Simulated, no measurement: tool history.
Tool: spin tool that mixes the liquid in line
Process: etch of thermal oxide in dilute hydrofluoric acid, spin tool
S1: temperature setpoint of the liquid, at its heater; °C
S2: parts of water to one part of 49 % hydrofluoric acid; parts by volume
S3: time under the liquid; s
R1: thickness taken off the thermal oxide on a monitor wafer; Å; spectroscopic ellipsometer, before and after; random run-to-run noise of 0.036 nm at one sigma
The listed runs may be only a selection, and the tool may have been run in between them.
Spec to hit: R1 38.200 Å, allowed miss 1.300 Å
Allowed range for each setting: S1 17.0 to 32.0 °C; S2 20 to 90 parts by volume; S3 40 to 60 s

run,hour,S1,S2,S3,R1
1,0.0,24.0,50,60,62.751
2,1.5,22.0,55,60,52.051
3,6.3,22.0,45,60,65.594
4,11.4,20.5,50,60,53.587
5,18.1,20.5,40,60,70.058
6,26.2,19.5,45,60,57.804
7,27.3,18.5,50,60,51.074
8,31.8,18.0,55,60,44.016
9,40.7,17.5,55,60,43.743

Exactly one of the 4 candidate moves below puts every result within its allowed miss. Which one?
A,49.6,17.0,55,50,?
B,49.6,21.5,50,45,?
C,49.6,17.0,55,60,?
D,49.6,19.0,65,60,?

move,R1
A,35.580
B,42.929
C,42.696
D,38.919
A: moves the result that the last run missed by most past its target, out the other side
B: closes in on the targets versus the last run, not all within tolerance yet
C: closes in on the targets versus the last run, not all within tolerance yet
D: all results in spec
Move D is the one to make.

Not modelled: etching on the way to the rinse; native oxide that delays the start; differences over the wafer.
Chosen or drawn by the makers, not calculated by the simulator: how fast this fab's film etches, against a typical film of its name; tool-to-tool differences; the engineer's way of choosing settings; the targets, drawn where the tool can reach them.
